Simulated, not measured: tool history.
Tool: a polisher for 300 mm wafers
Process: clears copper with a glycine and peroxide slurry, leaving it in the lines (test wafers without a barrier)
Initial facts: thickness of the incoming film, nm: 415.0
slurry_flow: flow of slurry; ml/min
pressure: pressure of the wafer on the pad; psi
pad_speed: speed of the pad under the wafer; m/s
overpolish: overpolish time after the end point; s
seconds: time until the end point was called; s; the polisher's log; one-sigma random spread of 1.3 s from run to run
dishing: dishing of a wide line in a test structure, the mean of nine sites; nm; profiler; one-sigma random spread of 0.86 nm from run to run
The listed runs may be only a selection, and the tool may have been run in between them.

run 1 hour=0.0 | slurry_flow=245 pressure=2.4 pad_speed=0.80 overpolish=23 | seconds=93.101 dishing=43.465
run 2 hour=4.7 | slurry_flow=245 pressure=2.6 pad_speed=0.80 overpolish=23 | seconds=89.443 dishing=44.281
run 3 hour=7.7 | slurry_flow=245 pressure=2.6 pad_speed=0.80 overpolish=26 | seconds=90.814 dishing=50.056
run 4 hour=12.1 | slurry_flow=245 pressure=2.5 pad_speed=0.80 overpolish=26 | seconds=90.866 dishing=49.053
run 5 hour=13.8 | slurry_flow=245 pressure=2.4 pad_speed=0.80 overpolish=26 | seconds=95.614 dishing=47.009
run 6 hour=22.3 | slurry_flow=195 pressure=2.4 pad_speed=0.80 overpolish=26 | seconds=97.747 dishing=46.178

Run 7, settings as shown, results not yet in. Your forecast:
run 7 hour=31.3 | slurry_flow=195 pressure=1.8 pad_speed=0.78 overpolish=20 | seconds=? dishing=?

seconds: 113.410 s
dishing: 37.464 nm
